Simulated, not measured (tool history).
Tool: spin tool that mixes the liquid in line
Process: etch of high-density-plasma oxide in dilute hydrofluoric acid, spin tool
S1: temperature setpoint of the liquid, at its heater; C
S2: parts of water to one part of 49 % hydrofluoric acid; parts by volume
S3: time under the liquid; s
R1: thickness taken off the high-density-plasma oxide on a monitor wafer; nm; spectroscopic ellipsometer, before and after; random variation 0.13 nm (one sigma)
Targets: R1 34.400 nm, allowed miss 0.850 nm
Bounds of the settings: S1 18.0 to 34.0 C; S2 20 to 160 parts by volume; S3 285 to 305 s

| run | hour | S1 | S2 | S3 | R1 |
|---|---|---|---|---|---|
| 1 | 0.0 | 26.0 | 90 | 285 | 22.613 |
| 2 | 6.9 | 27.0 | 90 | 285 | 23.386 |
| 3 | 15.8 | 27.0 | 100 | 285 | 20.875 |
| 4 | 24.4 | 28.0 | 95 | 285 | 22.869 |
| 5 | 29.3 | 31.5 | 95 | 285 | 26.353 |
| 6 | 37.7 | 32.0 | 95 | 285 | 26.676 |
| 7 | 41.9 | 32.5 | 95 | 285 | 27.342 |
| 8 | 42.6 | 33.5 | 85 | 285 | 32.022 |

5 next moves are on the table. One of them brings every result within its allowed miss. Which?
| A | 43.3 | 34.0 | 85 | 285 | ? |
| B | 43.3 | 33.5 | 80 | 305 | ? |
| C | 43.3 | 33.5 | 80 | 285 | ? |
| D | 43.3 | 29.5 | 70 | 305 | ? |
| E | 43.3 | 34.0 | 90 | 285 | ? |

| move | R1 |
|---|---|
| A | 32.725 |
| B | 36.806 |
| C | 34.392 |
| D | 36.633 |
| E | 30.670 |
A: nearer than the last run, and not there yet
B: takes the result that was furthest off past its target
C: meets every target
D: takes the result that was furthest off past its target
E: further off than the last run
Move C is the one to make.

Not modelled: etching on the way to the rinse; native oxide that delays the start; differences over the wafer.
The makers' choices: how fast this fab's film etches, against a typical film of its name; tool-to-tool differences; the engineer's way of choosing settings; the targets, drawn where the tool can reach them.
